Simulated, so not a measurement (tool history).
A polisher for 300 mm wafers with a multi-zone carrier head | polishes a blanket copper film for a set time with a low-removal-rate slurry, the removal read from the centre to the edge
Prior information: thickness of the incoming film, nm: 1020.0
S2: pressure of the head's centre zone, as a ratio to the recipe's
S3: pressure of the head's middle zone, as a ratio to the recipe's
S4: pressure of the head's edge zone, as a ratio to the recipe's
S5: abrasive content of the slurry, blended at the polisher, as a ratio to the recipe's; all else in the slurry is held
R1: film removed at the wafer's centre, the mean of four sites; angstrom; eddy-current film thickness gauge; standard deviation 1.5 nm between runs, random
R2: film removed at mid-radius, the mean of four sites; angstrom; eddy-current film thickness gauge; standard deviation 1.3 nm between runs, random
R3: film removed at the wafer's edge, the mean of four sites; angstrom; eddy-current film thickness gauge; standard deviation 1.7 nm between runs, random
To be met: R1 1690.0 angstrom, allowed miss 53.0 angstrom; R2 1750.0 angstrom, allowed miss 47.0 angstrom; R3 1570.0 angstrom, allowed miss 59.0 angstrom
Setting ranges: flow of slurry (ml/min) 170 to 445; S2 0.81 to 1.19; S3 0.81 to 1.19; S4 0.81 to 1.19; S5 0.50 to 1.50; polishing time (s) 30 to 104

{"run": 1, "hour": 0.0, "flow of slurry (ml/min)": 285, "S2": 1.0, "S3": 1.0, "S4": 1.0, "S5": 1.0, "polishing time (s)": 67, "R1": 2541.3, "R2": 2541.3, "R3": 2629.3}
{"run": 2, "hour": 8.8, "flow of slurry (ml/min)": 290, "S2": 1.0, "S3": 1.02, "S4": 0.95, "S5": 0.85, "polishing time (s)": 60, "R1": 2289.5, "R2": 2254.1, "R3": 2236.5}
{"run": 3, "hour": 15.6, "flow of slurry (ml/min)": 295, "S2": 0.98, "S3": 1.04, "S4": 0.91, "S5": 0.75, "polishing time (s)": 55, "R1": 2029.6, "R2": 2051.6, "R3": 1953.3}
{"run": 4, "hour": 17.9, "flow of slurry (ml/min)": 295, "S2": 0.97, "S3": 1.04, "S4": 0.88, "S5": 0.65, "polishing time (s)": 53, "R1": 1851.9, "R2": 1997.6, "R3": 1883.0}
{"run": 5, "hour": 19.3, "flow of slurry (ml/min)": 245, "S2": 0.97, "S3": 1.04, "S4": 0.88, "S5": 0.65, "polishing time (s)": 53, "R1": 1857.8, "R2": 1913.3, "R3": 1841.7}
{"run": 6, "hour": 28.0, "flow of slurry (ml/min)": 245, "S2": 0.97, "S3": 1.04, "S4": 0.88, "S5": 0.65, "polishing time (s)": 38, "R1": 1315.7, "R2": 1391.5, "R3": 1318.2}
{"run": 7, "hour": 31.1, "flow of slurry (ml/min)": 285, "S2": 0.99, "S3": 1.06, "S4": 0.91, "S5": 0.75, "polishing time (s)": 39, "R1": 1440.6, "R2": 1489.0, "R3": 1414.1}
{"run": 8, "hour": 35.2, "flow of slurry (ml/min)": 320, "S2": 1.0, "S3": 1.09, "S4": 0.92, "S5": 0.8, "polishing time (s)": 39, "R1": 1472.5, "R2": 1560.8, "R3": 1427.9}
{"run": 9, "hour": 37.9, "flow of slurry (ml/min)": 340, "S2": 1.01, "S3": 1.1, "S4": 0.93, "S5": 0.9, "polishing time (s)": 40, "R1": 1557.4, "R2": 1626.5, "R3": 1508.7}
{"run": 10, "hour": 41.7, "flow of slurry (ml/min)": 360, "S2": 1.02, "S3": 1.11, "S4": 0.93, "S5": 0.95, "polishing time (s)": 40, "R1": 1608.7, "R2": 1661.4, "R3": 1510.4}
{"run": 11, "hour": 44.0, "flow of slurry (ml/min)": 370, "S2": 1.02, "S3": 1.12, "S4": 0.94, "S5": 1.0, "polishing time (s)": 40, "R1": 1631.8, "R2": 1677.9, "R3": 1558.2}
{"run": 12, "hour": 51.5, "flow of slurry (ml/min)": 380, "S2": 1.03, "S3": 1.13, "S4": 0.94, "S5": 1.0, "polishing time (s)": 40, "R1": 1629.9, "R2": 1690.3, "R3": 1508.4}
{"run": 13, "hour": 56.6, "flow of slurry (ml/min)": 380, "S2": 1.03, "S3": 1.13, "S4": 0.94, "S5": 1.05, "polishing time (s)": 40, "R1": 1618.8, "R2": 1722.6, "R3": 1520.1}

Of the 5 settings listed for the next run, only one would bring every result within its allowed miss of target. Which one?
{"run": "A", "hour": 61.7, "flow of slurry (ml/min)": 395, "S2": 1.03, "S3": 1.19, "S4": 0.86, "S5": 1.05, "polishing time (s)": 39, "R1": "?", "R2": "?", "R3": "?"}
{"run": "B", "hour": 61.7, "flow of slurry (ml/min)": 365, "S2": 0.94, "S3": 1.11, "S4": 0.97, "S5": 1.05, "polishing time (s)": 41, "R1": "?", "R2": "?", "R3": "?"}
{"run": "C", "hour": 61.7, "flow of slurry (ml/min)": 375, "S2": 0.98, "S3": 1.19, "S4": 0.84, "S5": 0.95, "polishing time (s)": 40, "R1": "?", "R2": "?", "R3": "?"}
{"run": "D", "hour": 61.7, "flow of slurry (ml/min)": 430, "S2": 1.03, "S3": 1.12, "S4": 0.91, "S5": 1.3, "polishing time (s)": 40, "R1": "?", "R2": "?", "R3": "?"}
{"run": "E", "hour": 61.7, "flow of slurry (ml/min)": 390, "S2": 1.05, "S3": 1.06, "S4": 0.98, "S5": 1.0, "polishing time (s)": 41, "R1": "?", "R2": "?", "R3": "?"}

move=A R1=1599.7 R2=1731.3 R3=1453.7
move=B R1=1524.0 R2=1714.2 R3=1610.6
move=C R1=1534.1 R2=1746.7 R3=1452.1
move=D R1=1700.5 R2=1754.0 R3=1584.8
move=E R1=1700.5 R2=1649.3 R3=1614.5
A: the biggest miss grows against the last run
B: the biggest miss grows against the last run
C: the biggest miss grows against the last run
D: hits every target within its allowed miss
E: the furthest-off result lands on target, but another misses its tolerance
D is the move that brings every result within its allowed miss.

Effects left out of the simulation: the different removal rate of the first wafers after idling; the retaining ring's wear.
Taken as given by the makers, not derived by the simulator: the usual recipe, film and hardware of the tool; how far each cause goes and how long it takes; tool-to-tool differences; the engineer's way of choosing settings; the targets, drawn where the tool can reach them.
